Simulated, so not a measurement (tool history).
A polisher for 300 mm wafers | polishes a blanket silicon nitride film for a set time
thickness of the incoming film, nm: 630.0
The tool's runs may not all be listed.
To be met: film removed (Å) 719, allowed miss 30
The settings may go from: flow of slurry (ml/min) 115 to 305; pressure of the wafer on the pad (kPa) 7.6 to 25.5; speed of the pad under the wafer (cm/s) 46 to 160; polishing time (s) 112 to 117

| run | hour | flow of slurry (ml/min) | pressure of the wafer on the pad (kPa) | speed of the pad under the wafer (cm/s) | polishing time (s) | film removed (Å) |
|---|---|---|---|---|---|---|
| 1 | 0 | 195 | 16.5 | 102 | 112 | 1067.4 |
| 2 | 2.2 | 195 | 16.5 | 102 | 117 | 1149 |
| 3 | 10.4 | 195 | 17.9 | 102 | 117 | 1227.8 |
| 4 | 17.9 | 195 | 17.9 | 102 | 112 | 1195.3 |
| 5 | 18.5 | 195 | 16.5 | 102 | 112 | 1108.3 |
| 6 | 26 | 195 | 15.2 | 100 | 112 | 981.54 |
| 7 | 30 | 195 | 14.5 | 100 | 112 | 961.45 |
| 8 | 35.1 | 195 | 13.1 | 100 | 112 | 866.85 |
| 9 | 37.6 | 195 | 13.1 | 100 | 112 | 859.46 |
| 10 | 38.5 | 195 | 12.4 | 100 | 112 | 836.54 |
| 11 | 40.5 | 195 | 11.7 | 100 | 112 | 777.07 |

Which of these 5 next moves meets every target?
| A | 42.5 | 210 | 9 | 106 | 112 | ? |
| B | 42.5 | 215 | 11.7 | 94 | 117 | ? |
| C | 42.5 | 225 | 10.3 | 118 | 117 | ? |
| D | 42.5 | 175 | 11.7 | 82 | 117 | ? |
| E | 42.5 | 170 | 11 | 118 | 115 | ? |

| move | film removed (Å) |
|---|---|
| A | 634.24 |
| B | 804.1 |
| C | 813.4 |
| D | 726.3 |
| E | 815.39 |
A: takes the result that was furthest off past its target
B: further off than the last run
C: further off than the last run
D: meets every target
E: further off than the last run
The right move is D.

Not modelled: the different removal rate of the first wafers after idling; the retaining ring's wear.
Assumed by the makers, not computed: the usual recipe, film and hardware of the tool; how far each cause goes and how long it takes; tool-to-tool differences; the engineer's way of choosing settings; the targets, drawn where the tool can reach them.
